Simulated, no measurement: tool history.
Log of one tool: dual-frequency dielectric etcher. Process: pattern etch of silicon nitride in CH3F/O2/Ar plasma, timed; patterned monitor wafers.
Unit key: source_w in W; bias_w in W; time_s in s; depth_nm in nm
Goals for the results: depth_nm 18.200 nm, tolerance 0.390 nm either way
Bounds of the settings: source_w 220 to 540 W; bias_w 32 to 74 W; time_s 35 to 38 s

run,day,source_w,bias_w,time_s,depth_nm
1,0.000,380,53,38,22.972
2,0.188,360,51,38,22.257
3,0.271,350,50,38,21.645
4,0.462,390,50,38,22.987
5,0.496,450,50,38,24.771
6,0.808,450,50,38,24.724
7,1.050,450,50,38,24.648
8,1.317,420,49,38,23.753
9,1.375,400,48,38,22.647

4 next moves are on the table. One of them brings every result within its allowed miss. Which?
A,1.433,390,47,35,?
B,1.433,310,43,36,?
C,1.433,440,44,38,?
D,1.433,440,32,38,?

move,depth_nm
A,21.003
B,18.512
C,23.768
D,21.615
A: closes in on the targets versus the last run, not all within tolerance yet
B: all results in spec
C: lands further from the targets than the last run did
D: closes in on the targets versus the last run, not all within tolerance yet
B is the move that brings every result within its allowed miss.

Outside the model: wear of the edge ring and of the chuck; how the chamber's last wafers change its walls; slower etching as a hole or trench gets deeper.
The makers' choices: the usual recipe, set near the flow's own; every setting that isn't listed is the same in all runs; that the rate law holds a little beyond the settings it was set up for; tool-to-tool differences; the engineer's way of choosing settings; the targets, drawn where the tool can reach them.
